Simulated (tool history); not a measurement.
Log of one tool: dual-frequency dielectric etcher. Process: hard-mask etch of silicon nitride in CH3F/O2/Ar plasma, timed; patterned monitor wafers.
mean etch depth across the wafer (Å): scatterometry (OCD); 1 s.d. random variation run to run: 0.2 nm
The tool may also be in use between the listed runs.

run	hour	source power (W)	bias power (W)	etch time (s)	mean etch depth across the wafer (Å)
1	0	390	80	81.5	557.68
2	7.7	390	80	74	504.64
3	14.9	430	84	74.5	539.37
4	22.6	380	84	74.5	514.88
5	23.9	380	84	81.5	562.91
6	28.3	380	73	81.5	525.65
7	30	420	76	81.5	556.24
8	37.4	450	77	81.5	569.75

For run 9, what comes out?
9	39.4	470	78	81.5	?

Run 9 measured mean etch depth across the wafer (Å) 583.75.

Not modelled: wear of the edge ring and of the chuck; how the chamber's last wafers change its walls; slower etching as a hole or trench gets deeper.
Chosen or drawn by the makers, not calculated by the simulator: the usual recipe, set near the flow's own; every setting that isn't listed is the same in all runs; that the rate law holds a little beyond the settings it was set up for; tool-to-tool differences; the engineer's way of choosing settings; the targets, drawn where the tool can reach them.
